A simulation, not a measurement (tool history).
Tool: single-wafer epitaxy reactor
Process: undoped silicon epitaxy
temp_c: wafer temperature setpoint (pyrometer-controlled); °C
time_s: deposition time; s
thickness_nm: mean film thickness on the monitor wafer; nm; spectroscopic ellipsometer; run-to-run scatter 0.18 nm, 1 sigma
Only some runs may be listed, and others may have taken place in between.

run  hour  temp_c  time_s  thickness_nm
  1     0     645     513        71.589
  2   8.7     650     513        80.795
  3  16.2     648     513        77.301
  4  17.4     648     586        88.231
  5  19.3     648     619        93.347
  6  20.1     644     619        83.716

Run 7 is up next; what results do you expect?
  7  21.5     642     619             ?

{"run 7": {"thickness_nm": 79.415}}
